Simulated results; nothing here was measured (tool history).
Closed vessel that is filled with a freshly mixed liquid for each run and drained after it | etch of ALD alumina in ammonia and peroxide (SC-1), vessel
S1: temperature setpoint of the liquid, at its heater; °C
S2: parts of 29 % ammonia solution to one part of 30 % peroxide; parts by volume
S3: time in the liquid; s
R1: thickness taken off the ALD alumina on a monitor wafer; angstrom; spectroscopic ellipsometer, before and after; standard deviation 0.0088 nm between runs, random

{"run": 1, "hour": 0.0, "S1": 55.0, "S2": 0.55, "S3": 30, "R1": 15.202}
{"run": 2, "hour": 7.6, "S1": 48.0, "S2": 0.55, "S3": 30, "R1": 10.488}
{"run": 3, "hour": 16.9, "S1": 45.0, "S2": 0.55, "S3": 30, "R1": 8.9253}
{"run": 4, "hour": 21.4, "S1": 40.5, "S2": 0.55, "S3": 30, "R1": 6.8828}
{"run": 5, "hour": 25.5, "S1": 40.5, "S2": 0.55, "S3": 30, "R1": 6.7673}
{"run": 6, "hour": 27.8, "S1": 40.5, "S2": 0.45, "S3": 30, "R1": 6.7085}
{"run": 7, "hour": 31.0, "S1": 42.0, "S2": 0.45, "S3": 30, "R1": 7.19}
{"run": 8, "hour": 36.0, "S1": 43.0, "S2": 0.45, "S3": 30, "R1": 7.6814}
{"run": 9, "hour": 41.1, "S1": 44.0, "S2": 0.45, "S3": 30, "R1": 8.1778}
{"run": 10, "hour": 48.9, "S1": 45.0, "S2": 0.45, "S3": 30, "R1": 8.7725}
{"run": 11, "hour": 54.9, "S1": 45.5, "S2": 0.45, "S3": 30, "R1": 8.9103}
{"run": 12, "hour": 63.3, "S1": 46.0, "S2": 0.45, "S3": 30, "R1": 9.1413}
{"run": 13, "hour": 68.4, "S1": 46.5, "S2": 0.45, "S3": 30, "R1": 9.4422}
{"run": 14, "hour": 74.4, "S1": 47.0, "S2": 0.45, "S3": 30, "R1": 9.7217}
{"run": 15, "hour": 82.3, "S1": 47.5, "S2": 0.45, "S3": 30, "R1": 10.024}

The next listed run, before its measurement:
{"run": 16, "hour": 85.0, "S1": 47.5, "S2": 0.45, "S3": 30, "R1": "?"}

Logged for run 16: R1 10.0500 angstrom.
